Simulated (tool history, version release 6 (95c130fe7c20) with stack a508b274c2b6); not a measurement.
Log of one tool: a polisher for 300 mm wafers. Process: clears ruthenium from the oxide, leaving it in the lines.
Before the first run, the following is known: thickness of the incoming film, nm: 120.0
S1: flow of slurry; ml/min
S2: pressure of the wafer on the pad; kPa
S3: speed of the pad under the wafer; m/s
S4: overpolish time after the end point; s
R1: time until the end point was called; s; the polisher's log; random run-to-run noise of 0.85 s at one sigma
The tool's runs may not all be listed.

{"run": 1, "hour": 0.0, "S1": 280, "S2": 17.2, "S3": 0.96, "S4": 34, "R1": 75.798}
{"run": 2, "hour": 4.6, "S1": 280, "S2": 18.6, "S3": 0.96, "S4": 34, "R1": 68.027}
{"run": 3, "hour": 9.0, "S1": 325, "S2": 18.6, "S3": 0.96, "S4": 34, "R1": 67.743}
{"run": 4, "hour": 14.1, "S1": 325, "S2": 19.3, "S3": 0.96, "S4": 34, "R1": 65.777}
{"run": 5, "hour": 22.9, "S1": 325, "S2": 15.2, "S3": 0.96, "S4": 34, "R1": 79.489}
{"run": 6, "hour": 28.5, "S1": 280, "S2": 15.2, "S3": 0.96, "S4": 34, "R1": 81.362}
{"run": 7, "hour": 36.9, "S1": 285, "S2": 20, "S3": 1.02, "S4": 34, "R1": 61.368}
{"run": 8, "hour": 38.4, "S1": 285, "S2": 20.7, "S3": 1.02, "S4": 34, "R1": 59.86}

Predict the results of run 9:
{"run": 9, "hour": 46.5, "S1": 285, "S2": 21.4, "S3": 1.02, "S4": 34, "R1": "?"}

Run 9 gave R1 57.653 s.
